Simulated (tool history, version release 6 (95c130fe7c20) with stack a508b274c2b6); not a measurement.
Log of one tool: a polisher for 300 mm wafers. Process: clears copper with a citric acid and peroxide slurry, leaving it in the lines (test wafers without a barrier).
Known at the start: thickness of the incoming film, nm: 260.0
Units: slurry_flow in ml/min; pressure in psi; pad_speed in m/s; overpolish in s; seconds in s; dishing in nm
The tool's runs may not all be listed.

run,day,slurry_flow,pressure,pad_speed,slurry_solids,overpolish,seconds,dishing
1,0,225,2.4,1.42,1,11,87.302,21.746
2,0.117,200,2.4,1.42,1,11,87.025,21.424
3,0.462,200,2.4,1.42,0.85,11,88.728,21.274
4,0.588,200,2,1.42,0.85,11,104.64,17.584
5,0.646,200,2,1.42,0.85,8,107.61,13.274
6,0.929,190,1.9,1.54,0.85,7,103.79,12.114
7,1.033,180,1.8,1.64,0.95,6,102.1,10.803
8,1.354,175,1.7,1.72,1.05,6,101.21,10.824
9,1.5,170,1.6,1.8,1.1,6,104.36,10.756
10,1.608,165,1.6,1.86,1,6,104.63,10.799
11,1.854,175,1.6,1.82,1.05,6,98.673,10.764
12,2.208,200,1.5,1.82,1.1,6,106.53,10.288
13,2.479,190,1.5,1.88,1.15,6,101.7,10.359
14,2.6,135,1.1,2.22,1.4,3,114.84,4.8842
15,2.738,140,1.2,2.22,1.4,3,105.8,5.4123
16,2.888,145,1.3,2.22,1.4,3,97.323,5.8447
17,3.079,155,1.3,2.22,1.4,3,100.49,5.7233
18,3.208,160,1.4,2.22,1.4,3,90.553,6.16
19,3.446,160,1.4,2.22,1.4,3,91.829,6.0853

The next listed run, before its measurement:
20,3.688,175,1.9,2.22,1.4,4,?,?

{"run 20": {"seconds": 67.091, "dishing": 10.889}}
